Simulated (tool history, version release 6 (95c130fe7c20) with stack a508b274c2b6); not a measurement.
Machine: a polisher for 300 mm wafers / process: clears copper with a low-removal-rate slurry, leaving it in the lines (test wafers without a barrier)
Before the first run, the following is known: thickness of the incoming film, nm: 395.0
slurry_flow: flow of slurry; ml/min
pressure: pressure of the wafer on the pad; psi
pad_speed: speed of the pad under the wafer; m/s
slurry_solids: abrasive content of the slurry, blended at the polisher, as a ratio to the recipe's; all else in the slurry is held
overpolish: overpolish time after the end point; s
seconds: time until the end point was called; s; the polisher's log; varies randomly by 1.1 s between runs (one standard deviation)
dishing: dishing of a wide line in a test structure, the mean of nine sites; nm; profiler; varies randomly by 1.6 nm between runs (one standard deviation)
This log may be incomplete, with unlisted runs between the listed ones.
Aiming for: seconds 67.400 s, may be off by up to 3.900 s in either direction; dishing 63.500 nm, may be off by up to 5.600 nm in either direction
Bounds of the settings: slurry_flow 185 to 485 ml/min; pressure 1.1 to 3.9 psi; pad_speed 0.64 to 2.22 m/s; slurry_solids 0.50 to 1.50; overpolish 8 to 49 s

| run | hour | slurry_flow | pressure | pad_speed | slurry_solids | overpolish | seconds | dishing |
|---|---|---|---|---|---|---|---|---|
| 1 | 0.0 | 310 | 2.5 | 1.42 | 1.00 | 25 | 119.130 | 47.133 |
| 2 | 2.1 | 310 | 2.5 | 1.42 | 0.85 | 25 | 123.930 | 46.510 |
| 3 | 7.6 | 310 | 2.8 | 1.44 | 0.85 | 23 | 106.280 | 49.324 |
| 4 | 11.2 | 310 | 2.4 | 1.44 | 0.85 | 23 | 125.690 | 43.957 |
| 5 | 16.0 | 235 | 2.4 | 1.44 | 0.85 | 23 | 131.110 | 41.931 |
| 6 | 17.2 | 235 | 2.4 | 1.44 | 0.85 | 32 | 130.420 | 52.563 |
| 7 | 24.8 | 235 | 2.8 | 1.46 | 0.85 | 29 | 110.690 | 57.793 |
| 8 | 27.3 | 235 | 2.8 | 1.46 | 0.85 | 29 | 111.990 | 55.764 |
| 9 | 36.0 | 235 | 3.5 | 1.60 | 0.85 | 17 | 81.621 | 50.434 |
| 10 | 42.9 | 240 | 3.6 | 1.60 | 0.85 | 18 | 78.388 | 53.824 |
| 11 | 50.7 | 245 | 3.7 | 1.62 | 0.85 | 18 | 75.029 | 56.192 |
| 12 | 59.2 | 250 | 3.7 | 1.64 | 0.85 | 18 | 74.830 | 53.306 |

Which of these 5 next moves meets every target?
| A | 67.7 | 185 | 3.0 | 1.92 | 0.70 | 20 | ? | ? |
| B | 67.7 | 210 | 3.9 | 1.90 | 0.55 | 19 | ? | ? |
| C | 67.7 | 225 | 3.7 | 1.52 | 0.80 | 21 | ? | ? |
| D | 67.7 | 255 | 3.9 | 1.78 | 0.55 | 15 | ? | ? |
| E | 67.7 | 290 | 3.6 | 1.40 | 0.75 | 17 | ? | ? |

| move | seconds | dishing |
|---|---|---|
| A | 86.623 | 52.473 |
| B | 69.122 | 61.098 |
| C | 83.684 | 56.991 |
| D | 71.708 | 50.113 |
| E | 91.276 | 45.530 |
A: moves away from the targets compared with the last run
B: all results land within tolerance of their targets
C: moves away from the targets compared with the last run
D: moves away from the targets compared with the last run
E: moves away from the targets compared with the last run
The move that meets every target is B.

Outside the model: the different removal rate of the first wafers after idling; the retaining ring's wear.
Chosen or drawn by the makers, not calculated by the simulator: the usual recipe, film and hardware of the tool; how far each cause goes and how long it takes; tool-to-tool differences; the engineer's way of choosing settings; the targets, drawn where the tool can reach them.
